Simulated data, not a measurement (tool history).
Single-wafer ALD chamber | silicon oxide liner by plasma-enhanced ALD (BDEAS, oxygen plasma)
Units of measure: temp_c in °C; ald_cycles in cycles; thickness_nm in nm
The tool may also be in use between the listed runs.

{"run": 1, "day": 0.0, "temp_c": 315, "ald_cycles": 37, "thickness_nm": 3.16}
{"run": 2, "day": 0.05, "temp_c": 315, "ald_cycles": 38, "thickness_nm": 3.2548}
{"run": 3, "day": 0.425, "temp_c": 315, "ald_cycles": 34, "thickness_nm": 2.9243}
{"run": 4, "day": 0.775, "temp_c": 315, "ald_cycles": 35, "thickness_nm": 3.0168}
{"run": 5, "day": 0.867, "temp_c": 315, "ald_cycles": 36, "thickness_nm": 3.1222}
{"run": 6, "day": 1.225, "temp_c": 315, "ald_cycles": 37, "thickness_nm": 3.1769}

Run 7 is up next; what results do you expect?
{"run": 7, "day": 1.558, "temp_c": 315, "ald_cycles": 38, "thickness_nm": "?"}

{"run 7": {"thickness_nm": 3.2457}}
